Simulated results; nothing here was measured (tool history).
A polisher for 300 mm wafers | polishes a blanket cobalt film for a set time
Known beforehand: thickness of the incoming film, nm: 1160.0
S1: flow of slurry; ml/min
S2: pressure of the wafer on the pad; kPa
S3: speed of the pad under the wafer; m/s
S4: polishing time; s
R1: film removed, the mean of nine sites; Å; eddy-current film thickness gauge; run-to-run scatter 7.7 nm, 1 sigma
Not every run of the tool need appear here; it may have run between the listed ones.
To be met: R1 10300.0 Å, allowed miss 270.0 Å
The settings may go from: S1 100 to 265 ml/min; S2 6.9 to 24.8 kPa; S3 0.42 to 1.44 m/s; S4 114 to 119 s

run,hour,S1,S2,S3,S4,R1
1,0.0,170,15.9,0.92,114,6454.5
2,6.2,180,17.9,0.92,114,7312.1
3,13.9,180,17.9,0.92,119,7600.1
4,21.9,180,17.9,1.04,119,8454.9
5,26.3,145,17.9,1.04,119,8233.6
# hour 35.3: slurry nozzle cleaned
6,35.3,145,17.9,1.04,114,8066.1
7,37.5,145,19.3,1.04,114,8676.1
8,41.1,150,20.0,1.04,114,9204.1
9,48.3,155,20.7,1.04,114,9413.5
10,56.6,155,21.4,1.04,114,9789.9

Exactly one of the 4 candidate moves below puts every result within its allowed miss. Which one?
A,64.9,125,22.1,1.00,116,?
B,64.9,170,22.1,1.12,116,?
C,64.9,165,20.0,1.06,114,?
D,64.9,165,24.1,0.96,114,?

move,R1
A,9605.3
B,10921.0
C,9287.1
D,10303.0
A: its largest miss is bigger than the last run's
B: the result that was furthest off in the last run now lies on the other side of its target
C: its largest miss is bigger than the last run's
D: every result lands within tolerance
D is the move that brings every result within its allowed miss.

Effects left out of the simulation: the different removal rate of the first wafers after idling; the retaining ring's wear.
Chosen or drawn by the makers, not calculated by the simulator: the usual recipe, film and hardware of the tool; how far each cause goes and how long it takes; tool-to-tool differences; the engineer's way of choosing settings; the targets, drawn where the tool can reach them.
